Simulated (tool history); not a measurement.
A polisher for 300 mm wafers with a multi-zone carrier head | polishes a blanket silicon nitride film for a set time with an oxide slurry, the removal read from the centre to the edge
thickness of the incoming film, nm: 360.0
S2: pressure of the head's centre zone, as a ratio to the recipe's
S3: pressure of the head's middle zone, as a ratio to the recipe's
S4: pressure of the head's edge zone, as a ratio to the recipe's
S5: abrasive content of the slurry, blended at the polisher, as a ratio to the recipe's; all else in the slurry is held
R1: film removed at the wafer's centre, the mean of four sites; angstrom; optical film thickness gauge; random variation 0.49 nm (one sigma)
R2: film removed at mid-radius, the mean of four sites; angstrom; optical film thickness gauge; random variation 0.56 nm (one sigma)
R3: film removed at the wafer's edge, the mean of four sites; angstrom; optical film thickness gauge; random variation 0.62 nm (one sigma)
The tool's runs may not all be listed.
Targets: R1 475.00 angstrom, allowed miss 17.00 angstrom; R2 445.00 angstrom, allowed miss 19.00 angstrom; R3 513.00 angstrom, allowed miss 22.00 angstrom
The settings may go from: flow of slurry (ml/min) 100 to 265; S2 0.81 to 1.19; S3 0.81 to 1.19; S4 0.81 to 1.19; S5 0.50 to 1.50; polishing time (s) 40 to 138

{"run": 1, "day": 0.0, "flow of slurry (ml/min)": 170, "S2": 1.0, "S3": 1.0, "S4": 1.0, "S5": 1.0, "polishing time (s)": 88, "R1": 383.12, "R2": 389.2, "R3": 382.59}
{"run": 2, "day": 0.112, "flow of slurry (ml/min)": 175, "S2": 1.0, "S3": 0.98, "S4": 1.04, "S5": 1.1, "polishing time (s)": 88, "R1": 397.99, "R2": 408.72, "R3": 403.37}
{"run": 3, "day": 0.2, "flow of slurry (ml/min)": 175, "S2": 1.0, "S3": 0.98, "S4": 1.13, "S5": 1.1, "polishing time (s)": 88, "R1": 409.1, "R2": 406.89, "R3": 432.0}
{"run": 4, "day": 0.25, "flow of slurry (ml/min)": 175, "S2": 1.04, "S3": 0.98, "S4": 1.13, "S5": 1.1, "polishing time (s)": 88, "R1": 424.32, "R2": 402.53, "R3": 439.9}
{"run": 5, "day": 0.6, "flow of slurry (ml/min)": 175, "S2": 1.04, "S3": 0.97, "S4": 1.14, "S5": 1.15, "polishing time (s)": 89, "R1": 433.83, "R2": 416.18, "R3": 440.97}
{"run": 6, "day": 0.667, "flow of slurry (ml/min)": 180, "S2": 1.03, "S3": 0.94, "S4": 1.15, "S5": 1.15, "polishing time (s)": 92, "R1": 449.32, "R2": 420.44, "R3": 466.92}
{"run": 7, "day": 0.788, "flow of slurry (ml/min)": 185, "S2": 1.02, "S3": 0.93, "S4": 1.16, "S5": 1.15, "polishing time (s)": 93, "R1": 440.54, "R2": 437.73, "R3": 467.68}
{"run": 8, "day": 1.104, "flow of slurry (ml/min)": 170, "S2": 1.02, "S3": 0.94, "S4": 1.17, "S5": 1.2, "polishing time (s)": 94, "R1": 460.06, "R2": 428.19, "R3": 486.22}

Which of these 5 next moves meets every target?
{"run": "A", "day": 1.421, "flow of slurry (ml/min)": 155, "S2": 1.0, "S3": 0.92, "S4": 1.14, "S5": 1.05, "polishing time (s)": 108, "R1": "?", "R2": "?", "R3": "?"}
{"run": "B", "day": 1.421, "flow of slurry (ml/min)": 185, "S2": 1.1, "S3": 0.94, "S4": 1.13, "S5": 1.1, "polishing time (s)": 95, "R1": "?", "R2": "?", "R3": "?"}
{"run": "C", "day": 1.421, "flow of slurry (ml/min)": 175, "S2": 1.15, "S3": 0.97, "S4": 1.15, "S5": 1.25, "polishing time (s)": 87, "R1": "?", "R2": "?", "R3": "?"}
{"run": "D", "day": 1.421, "flow of slurry (ml/min)": 170, "S2": 1.0, "S3": 0.96, "S4": 1.19, "S5": 1.35, "polishing time (s)": 101, "R1": "?", "R2": "?", "R3": "?"}
{"run": "E", "day": 1.421, "flow of slurry (ml/min)": 140, "S2": 1.18, "S3": 0.91, "S4": 1.11, "S5": 1.25, "polishing time (s)": 93, "R1": "?", "R2": "?", "R3": "?"}

move=A R1=462.56 R2=456.66 R3=503.44
move=B R1=477.92 R2=433.01 R3=463.16
move=C R1=480.92 R2=426.64 R3=451.46
move=D R1=498.35 R2=505.88 R3=549.65
move=E R1=499.03 R2=414.77 R3=458.32
A: meets every target
B: further off than the last run
C: further off than the last run
D: takes the result that was furthest off past its target
E: further off than the last run
Answer: A

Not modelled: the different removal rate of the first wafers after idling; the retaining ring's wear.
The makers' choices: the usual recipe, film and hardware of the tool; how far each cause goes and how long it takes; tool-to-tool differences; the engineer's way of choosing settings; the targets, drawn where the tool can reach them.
